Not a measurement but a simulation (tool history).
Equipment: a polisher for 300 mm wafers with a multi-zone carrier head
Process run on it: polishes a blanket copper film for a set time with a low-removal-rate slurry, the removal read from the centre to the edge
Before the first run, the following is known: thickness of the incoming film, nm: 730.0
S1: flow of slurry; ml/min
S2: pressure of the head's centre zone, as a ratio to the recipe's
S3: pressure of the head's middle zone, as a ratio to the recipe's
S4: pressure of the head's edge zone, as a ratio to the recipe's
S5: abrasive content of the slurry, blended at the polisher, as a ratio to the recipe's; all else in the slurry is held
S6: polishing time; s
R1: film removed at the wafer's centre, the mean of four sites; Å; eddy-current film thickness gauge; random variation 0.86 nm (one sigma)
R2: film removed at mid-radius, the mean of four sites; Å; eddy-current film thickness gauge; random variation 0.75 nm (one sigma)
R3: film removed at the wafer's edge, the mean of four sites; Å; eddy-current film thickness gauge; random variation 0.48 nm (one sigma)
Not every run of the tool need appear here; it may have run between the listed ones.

run	hour	S1	S2	S3	S4	S5	S6	R1	R2	R3
1	0	150	1	1	1	1	55	1389.4	1434.4	1412.2
2	8.7	145	0.99	0.99	0.96	0.9	49	1224.5	1239.5	1181.3
3	17.4	145	0.94	0.99	0.96	0.9	49	1140.6	1224.4	1196.6
4	22.1	145	0.94	0.99	0.96	0.9	62	1436.1	1547.3	1507.8
5	23.9	145	0.94	0.92	0.96	0.9	62	1422	1431.9	1510.7
6	29.4	110	0.94	0.92	0.96	0.9	62	1405.7	1410.9	1454.4

Estimate the outcome of run 7 from the log above:
7	36.3	105	0.92	0.92	0.93	0.8	55	?	?	?

Run 7 produced R1 1164.2 Å, R2 1198.4 Å, R3 1239.5 Å.
